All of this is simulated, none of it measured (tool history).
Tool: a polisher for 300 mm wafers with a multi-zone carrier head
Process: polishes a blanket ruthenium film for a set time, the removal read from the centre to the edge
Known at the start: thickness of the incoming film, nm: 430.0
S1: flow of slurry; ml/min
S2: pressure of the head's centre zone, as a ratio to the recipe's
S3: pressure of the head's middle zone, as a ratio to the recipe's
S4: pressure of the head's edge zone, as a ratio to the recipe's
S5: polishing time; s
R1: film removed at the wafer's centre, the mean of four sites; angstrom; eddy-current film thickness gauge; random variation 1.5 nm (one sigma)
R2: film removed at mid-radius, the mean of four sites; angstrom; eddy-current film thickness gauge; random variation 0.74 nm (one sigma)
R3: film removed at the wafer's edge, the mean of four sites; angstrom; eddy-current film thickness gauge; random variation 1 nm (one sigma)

run	day	S1	S2	S3	S4	S5	R1	R2	R3
1	0.000	175	1.00	1.00	1.00	81	975.32	922.80	926.40
2	0.167	145	1.00	1.00	1.00	81	911.78	886.41	896.98
3	0.346	165	0.99	1.03	1.04	82	922.96	944.66	938.45
4	0.583	165	0.99	1.03	1.04	91	1039.30	1053.10	1046.80
5	0.779	165	0.99	1.03	0.98	91	1057.00	1026.70	1003.40
6	0.958	185	0.99	1.03	0.98	91	1050.50	1063.60	1044.80
7	1.275	200	0.99	1.04	0.99	91	1072.40	1085.80	1031.10
8	1.517	210	0.99	1.04	1.02	92	1077.90	1102.60	1066.10
9	1.558	215	0.99	1.05	1.04	93	1127.90	1137.30	1092.80

Run 10 comes next. What will it give?
10	1.771	220	0.98	1.06	1.06	93	?	?	?

Run 10 gave R1 1079.50 angstrom, R2 1125.10 angstrom, R3 1106.90 angstrom.
